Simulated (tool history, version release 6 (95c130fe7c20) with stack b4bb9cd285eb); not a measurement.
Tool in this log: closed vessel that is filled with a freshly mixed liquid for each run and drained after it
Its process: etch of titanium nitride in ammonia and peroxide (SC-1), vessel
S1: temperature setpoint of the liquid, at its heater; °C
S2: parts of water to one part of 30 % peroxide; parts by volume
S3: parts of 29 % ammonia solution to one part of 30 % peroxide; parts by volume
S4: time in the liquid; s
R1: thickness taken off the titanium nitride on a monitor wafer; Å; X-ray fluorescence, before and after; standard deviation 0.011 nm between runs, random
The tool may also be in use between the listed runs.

run,hour,S1,S2,S3,S4,R1
1,0,48,8.5,0.55,40,30.815
2,1,46.5,8.5,0.55,40,27.786
3,2.1,52.5,8.5,0.55,40,42.078
4,9.9,50,8.5,0.55,40,35.447
5,13.7,48,8.5,0.55,40,31.088
6,14.8,55,8.5,0.55,40,50.007

Estimate the outcome of run 7 from the log above:
7,23.8,52.5,8.5,0.55,40,?

R1: 42.385 Å
